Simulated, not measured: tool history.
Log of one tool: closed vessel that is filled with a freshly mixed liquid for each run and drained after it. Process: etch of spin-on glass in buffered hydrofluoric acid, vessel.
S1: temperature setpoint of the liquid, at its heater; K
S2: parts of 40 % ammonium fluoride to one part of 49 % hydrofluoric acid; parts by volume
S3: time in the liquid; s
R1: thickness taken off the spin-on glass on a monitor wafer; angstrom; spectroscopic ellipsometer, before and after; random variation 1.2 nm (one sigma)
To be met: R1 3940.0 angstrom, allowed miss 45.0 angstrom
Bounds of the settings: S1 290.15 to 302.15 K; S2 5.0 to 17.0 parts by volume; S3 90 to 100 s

| run | hour | S1 | S2 | S3 | R1 |
|---|---|---|---|---|---|
| 1 | 0.0 | 294.15 | 10.5 | 90 | 2408.8 |
| 2 | 5.6 | 294.15 | 10.5 | 100 | 2685.8 |
| 3 | 13.7 | 292.65 | 10.5 | 100 | 2476.4 |
| 4 | 15.6 | 294.15 | 10.5 | 100 | 2683.4 |
| 5 | 16.6 | 295.65 | 10.5 | 100 | 2917.9 |
| 6 | 19.0 | 296.65 | 10.5 | 100 | 3070.0 |
| 7 | 23.6 | 297.65 | 10.5 | 100 | 3258.5 |
| 8 | 31.5 | 298.15 | 10.5 | 100 | 3325.8 |
| 9 | 39.3 | 298.65 | 10.5 | 100 | 3446.7 |
| 10 | 40.3 | 299.15 | 10.5 | 100 | 3539.9 |
| 11 | 48.8 | 299.65 | 10.5 | 100 | 3614.6 |
| 12 | 55.0 | 300.15 | 10.5 | 100 | 3739.4 |
| 13 | 61.9 | 300.65 | 10.5 | 100 | 3824.2 |

Which of these 4 next moves meets every target?
| A | 68.8 | 301.65 | 10.5 | 100 | ? |
| B | 68.8 | 300.65 | 9.5 | 95 | ? |
| C | 68.8 | 298.65 | 8.5 | 100 | ? |
| D | 68.8 | 301.65 | 10.0 | 90 | ? |

| move | R1 |
|---|---|
| A | 4024.2 |
| B | 3925.9 |
| C | 4086.3 |
| D | 3797.6 |
A: takes the result that was furthest off past its target
B: meets every target
C: takes the result that was furthest off past its target
D: further off than the last run
Move B is the one to make.
